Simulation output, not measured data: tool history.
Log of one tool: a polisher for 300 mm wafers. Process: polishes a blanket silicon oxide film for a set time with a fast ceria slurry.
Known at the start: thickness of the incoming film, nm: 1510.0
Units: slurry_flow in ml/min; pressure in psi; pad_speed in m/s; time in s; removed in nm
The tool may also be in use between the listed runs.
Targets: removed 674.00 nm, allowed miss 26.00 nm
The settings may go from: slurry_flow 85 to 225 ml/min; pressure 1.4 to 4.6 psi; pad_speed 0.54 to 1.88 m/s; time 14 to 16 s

| run | day | slurry_flow | pressure | pad_speed | time | removed |
|---|---|---|---|---|---|---|
| 1 | 0.000 | 145 | 3.0 | 1.20 | 16 | 296.86 |
| 2 | 0.321 | 145 | 3.5 | 1.20 | 16 | 343.14 |
| 3 | 0.612 | 145 | 3.6 | 1.24 | 16 | 353.31 |
| 4 | 0.671 | 165 | 3.6 | 1.24 | 16 | 376.49 |
| 5 | 0.875 | 170 | 3.7 | 1.28 | 16 | 402.24 |
| 6 | 1.175 | 170 | 3.3 | 1.28 | 16 | 355.37 |
| 7 | 1.312 | 175 | 3.4 | 1.32 | 16 | 390.97 |
| 8 | 1.450 | 180 | 3.5 | 1.34 | 16 | 405.27 |
| 9 | 1.779 | 180 | 3.5 | 1.34 | 16 | 396.05 |
| 10 | 1.917 | 180 | 3.6 | 1.38 | 16 | 428.86 |
| 11 | 2.267 | 180 | 3.7 | 1.40 | 16 | 447.16 |
| 12 | 2.371 | 180 | 3.8 | 1.42 | 16 | 461.13 |
| 13 | 2.600 | 185 | 3.9 | 1.44 | 16 | 484.79 |
| 14 | 2.971 | 185 | 4.0 | 1.46 | 16 | 507.02 |
| 15 | 3.250 | 185 | 4.1 | 1.48 | 16 | 522.12 |
| 16 | 3.625 | 185 | 4.2 | 1.50 | 16 | 546.02 |
| 17 | 3.775 | 195 | 4.6 | 1.60 | 16 | 624.91 |

Which of these 4 next moves meets every target?
| A | 3.925 | 190 | 4.6 | 1.52 | 16 | ? |
| B | 3.925 | 195 | 4.6 | 1.82 | 16 | ? |
| C | 3.925 | 225 | 4.6 | 1.62 | 16 | ? |
| D | 3.925 | 210 | 4.6 | 1.68 | 14 | ? |

| move | removed |
|---|---|
| A | 612.93 |
| B | 735.52 |
| C | 676.98 |
| D | 605.04 |
A: further off than the last run
B: takes the result that was furthest off past its target
C: meets every target
D: further off than the last run
The right move is C.

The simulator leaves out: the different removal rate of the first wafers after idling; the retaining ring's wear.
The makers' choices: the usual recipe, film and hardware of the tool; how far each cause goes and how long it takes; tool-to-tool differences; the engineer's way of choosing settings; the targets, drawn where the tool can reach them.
